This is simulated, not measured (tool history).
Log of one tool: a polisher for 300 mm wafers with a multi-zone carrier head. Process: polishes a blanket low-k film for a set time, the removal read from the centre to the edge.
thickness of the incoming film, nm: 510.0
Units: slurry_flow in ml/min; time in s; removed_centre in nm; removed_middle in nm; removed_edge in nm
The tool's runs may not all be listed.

run 1 hour=0.0 | slurry_flow=315 centre_zone=1.00 middle_zone=1.00 edge_zone=1.00 slurry_solids=1.00 time=48 | removed_centre=16.107 removed_middle=18.175 removed_edge=17.976
run 2 hour=4.6 | slurry_flow=310 centre_zone=1.04 middle_zone=0.96 edge_zone=0.95 slurry_solids=0.95 time=48 | removed_centre=16.200 removed_middle=17.076 removed_edge=17.177
run 3 hour=5.6 | slurry_flow=310 centre_zone=1.04 middle_zone=0.96 edge_zone=0.95 slurry_solids=1.10 time=48 | removed_centre=17.486 removed_middle=18.422 removed_edge=18.405
run 4 hour=13.0 | slurry_flow=310 centre_zone=1.04 middle_zone=0.96 edge_zone=0.95 slurry_solids=1.20 time=48 | removed_centre=18.337 removed_middle=19.201 removed_edge=18.877
run 5 hour=15.0 | slurry_flow=310 centre_zone=1.04 middle_zone=0.96 edge_zone=0.95 slurry_solids=1.05 time=48 | removed_centre=17.340 removed_middle=18.086 removed_edge=17.841
run 6 hour=20.2 | slurry_flow=305 centre_zone=1.07 middle_zone=0.92 edge_zone=0.92 slurry_solids=1.00 time=48 | removed_centre=17.145 removed_middle=16.958 removed_edge=17.295
run 7 hour=25.8 | slurry_flow=305 centre_zone=1.10 middle_zone=0.90 edge_zone=0.89 slurry_solids=0.95 time=48 | removed_centre=16.955 removed_middle=16.300 removed_edge=16.838
run 8 hour=33.1 | slurry_flow=330 centre_zone=1.13 middle_zone=0.88 edge_zone=0.87 slurry_solids=0.95 time=47 | removed_centre=17.759 removed_middle=15.693 removed_edge=15.907
run 9 hour=35.3 | slurry_flow=335 centre_zone=1.13 middle_zone=0.86 edge_zone=0.86 slurry_solids=0.95 time=47 | removed_centre=17.350 removed_middle=15.667 removed_edge=16.177
run 10 hour=37.2 | slurry_flow=335 centre_zone=1.15 middle_zone=0.85 edge_zone=0.85 slurry_solids=0.95 time=47 | removed_centre=18.068 removed_middle=15.377 removed_edge=15.879

Run 11 comes next. What will it give?
run 11 hour=39.6 | slurry_flow=330 centre_zone=1.15 middle_zone=0.84 edge_zone=0.84 slurry_solids=0.95 time=47 | removed_centre=? removed_middle=? removed_edge=?

{"run 11": {"removed_centre": 17.777, "removed_middle": 15.229, "removed_edge": 15.783}}
